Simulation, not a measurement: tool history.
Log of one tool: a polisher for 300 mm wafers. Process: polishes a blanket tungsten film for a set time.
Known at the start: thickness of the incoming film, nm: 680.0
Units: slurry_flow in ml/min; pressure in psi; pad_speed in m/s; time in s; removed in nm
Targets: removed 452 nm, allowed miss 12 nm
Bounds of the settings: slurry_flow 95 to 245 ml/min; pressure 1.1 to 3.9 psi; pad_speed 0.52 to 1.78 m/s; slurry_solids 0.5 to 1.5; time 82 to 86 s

{"run": 1, "day": 0.0, "slurry_flow": 155, "pressure": 2.5, "pad_speed": 1.14, "slurry_solids": 1, "time": 82, "removed": 300}
{"run": 2, "day": 0.279, "slurry_flow": 160, "pressure": 2.6, "pad_speed": 1.14, "slurry_solids": 1, "time": 82, "removed": 309.94}
{"run": 3, "day": 0.596, "slurry_flow": 160, "pressure": 2.6, "pad_speed": 1.14, "slurry_solids": 1, "time": 86, "removed": 323.43}
{"run": 4, "day": 0.625, "slurry_flow": 160, "pressure": 3, "pad_speed": 1.14, "slurry_solids": 1, "time": 86, "removed": 374.84}
{"run": 5, "day": 0.962, "slurry_flow": 160, "pressure": 3, "pad_speed": 1.14, "slurry_solids": 0.9, "time": 86, "removed": 367.35}
{"run": 6, "day": 1.329, "slurry_flow": 160, "pressure": 3, "pad_speed": 1.14, "slurry_solids": 0.75, "time": 86, "removed": 352.48}
{"run": 7, "day": 1.367, "slurry_flow": 165, "pressure": 3.1, "pad_speed": 1.14, "slurry_solids": 0.75, "time": 86, "removed": 365.07}
{"run": 8, "day": 1.612, "slurry_flow": 165, "pressure": 3.2, "pad_speed": 1.14, "slurry_solids": 0.75, "time": 86, "removed": 374.95}
{"run": 9, "day": 1.933, "slurry_flow": 165, "pressure": 3.3, "pad_speed": 1.14, "slurry_solids": 0.75, "time": 86, "removed": 387.52}

5 next moves are on the table. One of them brings every result within its allowed miss. Which?
{"run": "A", "day": 2.254, "slurry_flow": 215, "pressure": 3.2, "pad_speed": 1.18, "slurry_solids": 0.85, "time": 86, "removed": "?"}
{"run": "B", "day": 2.254, "slurry_flow": 155, "pressure": 3, "pad_speed": 1.22, "slurry_solids": 0.7, "time": 84, "removed": "?"}
{"run": "C", "day": 2.254, "slurry_flow": 180, "pressure": 3.2, "pad_speed": 0.94, "slurry_solids": 1.05, "time": 82, "removed": "?"}
{"run": "D", "day": 2.254, "slurry_flow": 115, "pressure": 3.6, "pad_speed": 1.1, "slurry_solids": 0.5, "time": 82, "removed": "?"}
{"run": "E", "day": 2.254, "slurry_flow": 140, "pressure": 3.7, "pad_speed": 1.24, "slurry_solids": 0.7, "time": 86, "removed": "?"}

move=A removed=413.03
move=B removed=356.73
move=C removed=323.34
move=D removed=328.04
move=E removed=445.72
A: nearer than the last run, and not there yet
B: further off than the last run
C: further off than the last run
D: further off than the last run
E: meets every target
The right move is E.

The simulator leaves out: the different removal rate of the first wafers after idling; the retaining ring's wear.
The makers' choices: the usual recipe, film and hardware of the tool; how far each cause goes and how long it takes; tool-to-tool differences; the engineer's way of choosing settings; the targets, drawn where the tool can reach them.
